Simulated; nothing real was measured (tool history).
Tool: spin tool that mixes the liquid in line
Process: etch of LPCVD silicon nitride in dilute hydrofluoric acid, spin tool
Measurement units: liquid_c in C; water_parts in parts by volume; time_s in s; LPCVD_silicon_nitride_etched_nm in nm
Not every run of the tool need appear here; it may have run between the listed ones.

run  hour  liquid_c  water_parts  time_s  LPCVD_silicon_nitride_etched_nm
  1   0.0      22.0           65     320                           2.2179
  2   3.1      21.5           65     320                           2.0539
  3   3.8      21.0           65     320                           2.0038
  4  11.7      23.0           65     320                           2.2880
  5  17.8      22.0           65     320                           2.1336
  6  22.3      22.0           50     320                           2.7942

Run 7 is up next; what results do you expect?
  7  30.4      21.0           55     320                                ?

LPCVD_silicon_nitride_etched_nm: 2.3054 nm

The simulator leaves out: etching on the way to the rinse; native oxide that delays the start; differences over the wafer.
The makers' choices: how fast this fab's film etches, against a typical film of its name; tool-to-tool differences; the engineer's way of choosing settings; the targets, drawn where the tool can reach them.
